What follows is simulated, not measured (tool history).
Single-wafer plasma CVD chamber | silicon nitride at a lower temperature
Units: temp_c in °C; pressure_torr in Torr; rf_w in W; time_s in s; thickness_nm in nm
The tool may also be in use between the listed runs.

run 1 hour=0.0 | temp_c=345 pressure_torr=1.33 rf_w=370 time_s=14.2 | thickness_nm=18.166
run 2 hour=3.0 | temp_c=345 pressure_torr=1.33 rf_w=345 time_s=14.2 | thickness_nm=17.238
run 3 hour=4.5 | temp_c=345 pressure_torr=1.44 rf_w=360 time_s=14.2 | thickness_nm=18.410
run 4 hour=11.8 | temp_c=345 pressure_torr=1.53 rf_w=365 time_s=14.2 | thickness_nm=18.959
run 5 hour=16.6 | temp_c=345 pressure_torr=1.43 rf_w=365 time_s=14.2 | thickness_nm=18.478
run 6 hour=25.2 | temp_c=345 pressure_torr=1.52 rf_w=370 time_s=14.2 | thickness_nm=18.998

The next listed run, before its measurement:
run 7 hour=34.1 | temp_c=345 pressure_torr=1.59 rf_w=375 time_s=14.2 | thickness_nm=?

thickness_nm: 19.525 nm

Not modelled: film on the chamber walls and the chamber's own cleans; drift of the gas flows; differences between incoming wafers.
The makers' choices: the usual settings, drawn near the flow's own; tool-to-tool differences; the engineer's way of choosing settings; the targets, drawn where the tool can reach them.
